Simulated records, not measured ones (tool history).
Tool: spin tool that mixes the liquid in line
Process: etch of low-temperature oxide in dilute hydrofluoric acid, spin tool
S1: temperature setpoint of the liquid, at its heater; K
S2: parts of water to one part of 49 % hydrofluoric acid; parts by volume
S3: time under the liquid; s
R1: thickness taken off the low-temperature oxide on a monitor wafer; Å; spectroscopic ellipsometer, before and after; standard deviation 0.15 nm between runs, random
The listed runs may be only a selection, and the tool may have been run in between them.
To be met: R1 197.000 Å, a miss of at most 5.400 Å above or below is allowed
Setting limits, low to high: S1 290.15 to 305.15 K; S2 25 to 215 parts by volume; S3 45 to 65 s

run 1 day=0.000 | S1=297.15 S2=120 S3=65 | R1=59.821
run 2 day=0.071 | S1=299.15 S2=95 S3=65 | R1=85.147
run 3 day=0.250 | S1=300.65 S2=80 S3=65 | R1=110.580
run 4 day=0.400 | S1=300.65 S2=80 S3=45 | R1=76.006
run 5 day=0.596 | S1=300.65 S2=80 S3=65 | R1=108.350
run 6 day=0.817 | S1=300.65 S2=55 S3=65 | R1=166.400
-- day=0.971 thermometer replaced
run 7 day=0.971 | S1=299.65 S2=55 S3=65 | R1=151.670
run 8 day=1.325 | S1=299.65 S2=55 S3=65 | R1=153.270

4 next moves are on the table. One of them brings every result within its allowed miss. Which?
run A day=1.679 | S1=302.15 S2=40 S3=60 | R1=?
run B day=1.679 | S1=298.65 S2=65 S3=60 | R1=?
run C day=1.679 | S1=294.15 S2=35 S3=65 | R1=?
run D day=1.679 | S1=300.65 S2=45 S3=55 | R1=?

move=A R1=217.630
move=B R1=112.320
move=C R1=195.030
move=D R1=165.740
A: the result that was furthest off in the last run now lies on the other side of its target
B: lands further from the targets than the last run did
C: hits every target within its allowed miss
D: an improvement on the last run, though not all results are within tolerance
Correct choice: C, which meets every target
